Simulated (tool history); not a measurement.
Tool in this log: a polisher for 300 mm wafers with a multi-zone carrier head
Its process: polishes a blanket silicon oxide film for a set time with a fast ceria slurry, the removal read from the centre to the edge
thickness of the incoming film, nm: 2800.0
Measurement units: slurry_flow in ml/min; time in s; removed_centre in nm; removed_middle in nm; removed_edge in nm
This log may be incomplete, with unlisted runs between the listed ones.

run	day	slurry_flow	centre_zone	middle_zone	edge_zone	time	removed_centre	removed_middle	removed_edge
1	0	270	1	1	1	55	605.5	615.71	587.95
2	0.312	270	1	0.97	1	55	615.75	586.43	579.41
3	0.604	270	1	0.97	1.03	55	607.71	581.34	580.17
4	0.904	270	1	0.97	1.07	55	605.94	597.62	614.6
5	1.188	285	1.06	0.98	1.06	56	668.38	593.14	616.39
6	1.417	285	1.06	1.01	1.06	56	655.86	624.06	619.83
7	1.738	295	1.1	1.02	1.05	57	690.88	649.56	622.27
8	1.767	305	1.13	1.01	1.05	58	723.28	645.27	641.89

Run 9 comes next. What will it give?
9	1.854	310	1.15	1	1.02	59	?	?	?

Run 9 came out at removed_centre 763.74 nm, removed_middle 659.06 nm, removed_edge 655.64 nm.
